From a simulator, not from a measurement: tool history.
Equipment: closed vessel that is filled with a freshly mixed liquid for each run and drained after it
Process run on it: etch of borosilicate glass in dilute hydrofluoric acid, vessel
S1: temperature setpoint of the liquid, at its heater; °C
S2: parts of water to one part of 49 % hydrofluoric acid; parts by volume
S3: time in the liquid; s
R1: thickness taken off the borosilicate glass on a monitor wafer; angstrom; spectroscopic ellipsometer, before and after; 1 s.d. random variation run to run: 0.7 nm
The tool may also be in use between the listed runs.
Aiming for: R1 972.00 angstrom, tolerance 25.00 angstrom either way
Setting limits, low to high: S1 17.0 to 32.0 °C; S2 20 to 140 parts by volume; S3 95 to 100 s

| run | hour | S1 | S2 | S3 | R1 |
|---|---|---|---|---|---|
| 1 | 0.0 | 24.0 | 75 | 95 | 517.91 |
| 2 | 3.9 | 25.5 | 70 | 95 | 602.36 |
| 3 | 8.5 | 25.5 | 70 | 95 | 598.37 |
| 4 | 13.7 | 25.5 | 90 | 95 | 457.00 |
| 5 | 22.6 | 26.5 | 85 | 95 | 507.45 |
| 6 | 26.7 | 27.5 | 80 | 95 | 556.35 |
| 7 | 31.0 | 28.0 | 75 | 95 | 604.36 |
| 8 | 39.9 | 32.0 | 45 | 95 | 1248.40 |
| 9 | 44.5 | 31.0 | 45 | 95 | 1209.30 |
| 10 | 50.8 | 30.0 | 45 | 95 | 1162.70 |
| 11 | 55.2 | 29.5 | 45 | 95 | 1147.80 |

Consider the 5 candidate settings below. Which is the only one whose results all fall within their allowed miss of target?
| A | 59.6 | 31.5 | 60 | 95 | ? |
| B | 59.6 | 26.0 | 50 | 100 | ? |
| C | 59.6 | 27.0 | 50 | 95 | ? |
| D | 59.6 | 30.0 | 55 | 95 | ? |
| E | 59.6 | 27.5 | 50 | 100 | ? |

| move | R1 |
|---|---|
| A | 906.72 |
| B | 935.68 |
| C | 925.49 |
| D | 940.58 |
| E | 993.94 |
A: the result that was furthest off in the last run now lies on the other side of its target
B: the result that was furthest off in the last run now lies on the other side of its target
C: the result that was furthest off in the last run now lies on the other side of its target
D: the result that was furthest off in the last run now lies on the other side of its target
E: every result lands within tolerance
Correct choice: E, which meets every target
